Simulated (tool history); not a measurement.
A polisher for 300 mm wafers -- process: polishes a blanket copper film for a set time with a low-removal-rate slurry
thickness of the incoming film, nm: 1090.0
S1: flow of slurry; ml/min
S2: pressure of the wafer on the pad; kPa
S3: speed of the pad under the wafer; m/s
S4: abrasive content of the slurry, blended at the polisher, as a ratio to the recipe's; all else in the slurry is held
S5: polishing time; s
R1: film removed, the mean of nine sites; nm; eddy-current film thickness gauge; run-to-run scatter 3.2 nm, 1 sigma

| run | day | S1 | S2 | S3 | S4 | S5 | R1 |
|---|---|---|---|---|---|---|---|
| 1 | 0 | 275 | 23.4 | 1.4 | 1 | 55 | 308.84 |
| 2 | 0.092 | 275 | 23.4 | 1.24 | 1 | 55 | 271.06 |
| 3 | 0.367 | 340 | 23.4 | 1.24 | 1 | 55 | 277.44 |
| 4 | 0.725 | 340 | 25.5 | 1.24 | 1 | 55 | 294.14 |
| 5 | 0.833 | 340 | 27.6 | 1.24 | 1 | 55 | 313.85 |
| 6 | 0.883 | 340 | 29.6 | 1.24 | 1 | 55 | 329.77 |

What will run 7 give?
| 7 | 1.033 | 340 | 31 | 1.24 | 1 | 55 | ? |

R1: 340.84 nm
